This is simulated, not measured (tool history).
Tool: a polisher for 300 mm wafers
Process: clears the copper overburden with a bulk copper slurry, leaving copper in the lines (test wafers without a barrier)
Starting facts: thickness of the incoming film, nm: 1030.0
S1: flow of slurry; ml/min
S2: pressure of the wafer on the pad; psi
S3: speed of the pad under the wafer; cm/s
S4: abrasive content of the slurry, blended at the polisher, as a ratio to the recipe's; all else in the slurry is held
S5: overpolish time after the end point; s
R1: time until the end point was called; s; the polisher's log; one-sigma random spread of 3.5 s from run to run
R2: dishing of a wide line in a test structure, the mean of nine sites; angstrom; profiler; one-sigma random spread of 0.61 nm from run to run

run  hour   S1   S2   S3   S4  S5      R1      R2
  1   0.0  275  3.2   96  1.0  16  119.74  567.82
  2   7.8  275  2.5   96  1.0  16  149.43  515.29
  3  12.2  275  2.3   86  1.0  16  178.46  452.91
  4  13.9  340  2.3   86  1.0  16  180.99  467.27
  5  22.1  340  2.3   86  1.0  10  178.45  326.74
  6  26.2  340  2.3  102  1.0  10  149.98  364.99
  7  28.7  340  2.1   92  1.0  12  179.65  373.28
  8  34.4  340  2.0   84  1.0  13  205.84  374.65
  9  38.2  340  1.9   78  1.0  14  233.64  340.25
 10  45.9  340  1.8   74  1.0  15  259.43  337.67
 11  50.6  340  1.8   74  1.0  15  256.81  349.20
 12  53.1  340  1.7   72  1.0  16  280.74  341.28
 13  61.5  340  1.6   70  1.0  17  303.55  318.15
 14  70.3  340  1.6   70  1.0  18  300.35  338.26
 15  76.5  340  1.6   68  1.0  19  306.74  350.53
 16  85.4  340  1.6   68  1.0  20  307.73  363.53
 17  91.8  340  1.6   68  1.0  20  307.90  357.28

The next listed run, before its measurement:
 18  94.8  340  1.6  68  1.0  21   ?   ?

Run 18 measured R1 316.10 s, R2 356.59 angstrom.

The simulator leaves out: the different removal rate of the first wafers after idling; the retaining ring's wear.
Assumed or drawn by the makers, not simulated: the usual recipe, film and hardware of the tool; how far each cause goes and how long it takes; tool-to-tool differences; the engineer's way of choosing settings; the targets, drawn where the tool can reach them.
